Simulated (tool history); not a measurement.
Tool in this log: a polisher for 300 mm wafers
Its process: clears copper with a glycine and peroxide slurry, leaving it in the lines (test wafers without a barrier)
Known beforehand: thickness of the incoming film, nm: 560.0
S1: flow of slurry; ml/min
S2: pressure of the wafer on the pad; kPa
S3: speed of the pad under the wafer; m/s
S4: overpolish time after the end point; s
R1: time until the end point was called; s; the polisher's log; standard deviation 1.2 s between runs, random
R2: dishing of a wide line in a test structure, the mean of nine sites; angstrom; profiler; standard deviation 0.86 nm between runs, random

| run | hour | S1 | S2 | S3 | S4 | R1 | R2 |
|---|---|---|---|---|---|---|---|
| 1 | 0 | 250 | 22.8 | 0.9 | 19 | 92.376 | 642.55 |
| 2 | 0.7 | 250 | 24.8 | 0.9 | 19 | 87.506 | 681.75 |
| 3 | 4 | 250 | 24.8 | 1 | 19 | 78.556 | 709.78 |
| 4 | 6.1 | 250 | 29 | 1 | 19 | 71.483 | 810.53 |
| 5 | 11 | 250 | 29 | 1 | 16 | 70.588 | 683.74 |
| 6 | 19.7 | 250 | 23.4 | 0.98 | 17 | 81.392 | 633.41 |
| 7 | 27.4 | 250 | 23.4 | 0.98 | 17 | 82.981 | 608.79 |

What does the tool deliver on the next run?
| 8 | 29.3 | 245 | 16.5 | 0.96 | 18 | ? | ? |

R1: 110.51 s
R2: 516.4 angstrom
